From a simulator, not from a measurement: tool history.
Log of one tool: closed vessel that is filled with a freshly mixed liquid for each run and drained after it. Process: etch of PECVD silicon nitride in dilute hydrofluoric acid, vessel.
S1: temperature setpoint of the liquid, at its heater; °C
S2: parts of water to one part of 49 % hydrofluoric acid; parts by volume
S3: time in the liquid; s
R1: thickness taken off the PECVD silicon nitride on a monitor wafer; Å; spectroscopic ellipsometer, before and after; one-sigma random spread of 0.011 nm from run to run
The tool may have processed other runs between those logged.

| run | hour | S1 | S2 | S3 | R1 |
|---|---|---|---|---|---|
| 1 | 0 | 20 | 155 | 200 | 22.324 |
| 2 | 1 | 19.5 | 160 | 200 | 20.981 |
| 3 | 4.6 | 22 | 160 | 200 | 24.487 |
| 4 | 10.8 | 22 | 160 | 200 | 25.001 |
| 5 | 14 | 22 | 160 | 160 | 19.539 |
| 6 | 15.3 | 21.5 | 160 | 160 | 19.272 |

Estimate the outcome of run 7 from the log above:
| 7 | 19.2 | 21 | 160 | 160 | ? |

R1: 18.497 Å
